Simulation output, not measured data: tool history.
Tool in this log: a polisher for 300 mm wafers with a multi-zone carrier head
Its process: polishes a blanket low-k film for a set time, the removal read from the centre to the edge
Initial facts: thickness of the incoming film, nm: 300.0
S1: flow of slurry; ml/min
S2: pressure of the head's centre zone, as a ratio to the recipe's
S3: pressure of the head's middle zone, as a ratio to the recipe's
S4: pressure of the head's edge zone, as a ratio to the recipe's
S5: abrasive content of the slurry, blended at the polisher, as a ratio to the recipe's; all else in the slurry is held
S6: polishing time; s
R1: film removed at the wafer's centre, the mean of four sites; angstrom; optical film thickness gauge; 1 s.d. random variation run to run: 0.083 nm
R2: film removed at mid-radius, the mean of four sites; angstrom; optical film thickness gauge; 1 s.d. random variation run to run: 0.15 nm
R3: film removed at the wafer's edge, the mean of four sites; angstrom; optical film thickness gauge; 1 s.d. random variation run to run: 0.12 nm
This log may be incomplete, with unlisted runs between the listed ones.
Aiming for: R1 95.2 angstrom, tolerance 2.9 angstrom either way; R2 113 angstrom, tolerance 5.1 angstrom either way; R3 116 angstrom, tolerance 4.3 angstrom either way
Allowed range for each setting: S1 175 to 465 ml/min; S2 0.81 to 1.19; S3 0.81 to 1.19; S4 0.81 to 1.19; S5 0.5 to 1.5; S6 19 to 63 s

run,day,S1,S2,S3,S4,S5,S6,R1,R2,R3
1,0,295,1,1,1,1,41,118.1,123.57,125.81
2,0.217,295,1,1,0.94,1,41,120.74,121.91,119.94
3,0.429,285,0.94,0.99,0.94,1,41,112.94,125.39,119.61
4,0.496,280,0.91,0.95,0.95,0.95,41,106.07,115.42,117.25
5,0.579,280,0.91,0.95,0.95,0.95,33,83.959,93.565,93.265
6,0.617,290,0.93,0.98,1.01,1,33,89.74,99.676,99.077
7,0.742,290,0.92,0.99,1.06,1.05,33,90.98,102.64,103.53
8,0.842,295,0.91,1,1.1,1.1,33,91.828,102.91,109.85
9,1.075,305,0.91,1.03,1.11,1.1,33,92.979,105.87,108.14
10,1.196,300,0.9,1.04,1.12,1.15,33,92.586,111.6,111.98

4 candidate next runs follow, results not yet known. Just one meets every target within its allowed miss. Identify it.
A,1.317,390,0.87,1,1.1,1.25,33,?,?,?
B,1.317,335,0.82,1.02,1.01,0.95,37,?,?,?
C,1.317,295,0.83,1.02,1.12,1.45,32,?,?,?
D,1.317,325,0.88,1.06,1.05,1.3,31,?,?,?

move,R1,R2,R3
A,94.543,112.95,116.49
B,87.42,112.91,110.02
C,90.089,115.07,118.39
D,89.772,111.52,107.24
A: meets every target
B: its largest miss is bigger than the last run's
C: meets the target for the result that was furthest off, but another lies outside its allowed miss
D: its largest miss is bigger than the last run's
Correct choice: A, which meets every target

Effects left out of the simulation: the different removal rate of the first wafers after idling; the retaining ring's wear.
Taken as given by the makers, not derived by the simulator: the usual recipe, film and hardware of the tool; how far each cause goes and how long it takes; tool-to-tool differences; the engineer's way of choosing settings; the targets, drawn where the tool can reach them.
